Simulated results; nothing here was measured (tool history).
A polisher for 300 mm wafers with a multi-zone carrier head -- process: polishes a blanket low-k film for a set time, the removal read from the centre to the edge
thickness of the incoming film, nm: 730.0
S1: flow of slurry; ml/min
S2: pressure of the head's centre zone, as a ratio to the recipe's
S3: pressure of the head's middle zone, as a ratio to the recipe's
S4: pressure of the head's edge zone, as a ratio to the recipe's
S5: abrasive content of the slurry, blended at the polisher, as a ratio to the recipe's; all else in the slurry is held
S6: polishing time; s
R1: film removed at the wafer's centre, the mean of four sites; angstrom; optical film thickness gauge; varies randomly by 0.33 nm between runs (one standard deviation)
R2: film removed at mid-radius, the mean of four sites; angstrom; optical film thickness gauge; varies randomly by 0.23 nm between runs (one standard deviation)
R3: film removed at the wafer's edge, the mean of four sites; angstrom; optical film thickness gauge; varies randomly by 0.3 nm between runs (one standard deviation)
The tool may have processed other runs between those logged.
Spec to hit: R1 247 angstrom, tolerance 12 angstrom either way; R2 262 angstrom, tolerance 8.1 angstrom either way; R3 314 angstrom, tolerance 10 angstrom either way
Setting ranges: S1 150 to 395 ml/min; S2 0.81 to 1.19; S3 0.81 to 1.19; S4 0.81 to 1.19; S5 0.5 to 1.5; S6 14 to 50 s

run,hour,S1,S2,S3,S4,S5,S6,R1,R2,R3
1,0,250,1,1,1,1,32,177.11,178.14,181.14
2,4.4,250,1,1.08,1,1,32,179.85,189.18,183.66
3,5,290,1,1.08,1,1,32,183.12,193.03,185.29
4,11.4,270,0.97,1.03,1.05,1.15,34,205.3,211.17,215.39
5,15.4,270,0.97,1.03,1.05,1,34,184.33,194.34,200.91
6,16.5,270,0.91,1.03,1.05,1,34,173.96,193.29,199.48
7,21.3,255,0.88,0.99,1.09,1.15,36,189.24,216.99,234.18
8,27.1,255,0.89,0.96,1.12,1.25,37,207.7,220.97,252.37
9,33,260,0.88,0.96,1.14,1.3,38,214.56,241.15,266.09
10,39.5,250,0.88,0.94,1.15,1.35,39,217.09,241.5,273.62

Pick the move, out of 5, that brings all results within their allowed miss; only one does.
A,46,310,1.09,0.9,1.09,1.4,34,?,?,?
B,46,245,0.81,0.81,1.19,1.4,47,?,?,?
C,46,150,0.81,0.98,1.11,1.25,48,?,?,?
D,46,280,0.87,0.88,1.14,1.05,50,?,?,?
E,46,315,0.87,1.01,1.08,1.35,35,?,?,?

move,R1,R2,R3
A,252.62,210.25,243.3
B,252.83,264.29,346.7
C,231.74,279.55,311.75
D,255.57,263.2,317.12
E,204.46,232.64,245.41
A: lands further from the targets than the last run did
B: the result that was furthest off in the last run now lies on the other side of its target
C: corrects the largest miss of the last run, while another result sits out of spec
D: each result inside its tolerance
E: lands further from the targets than the last run did
Go with D: it meets all targets.

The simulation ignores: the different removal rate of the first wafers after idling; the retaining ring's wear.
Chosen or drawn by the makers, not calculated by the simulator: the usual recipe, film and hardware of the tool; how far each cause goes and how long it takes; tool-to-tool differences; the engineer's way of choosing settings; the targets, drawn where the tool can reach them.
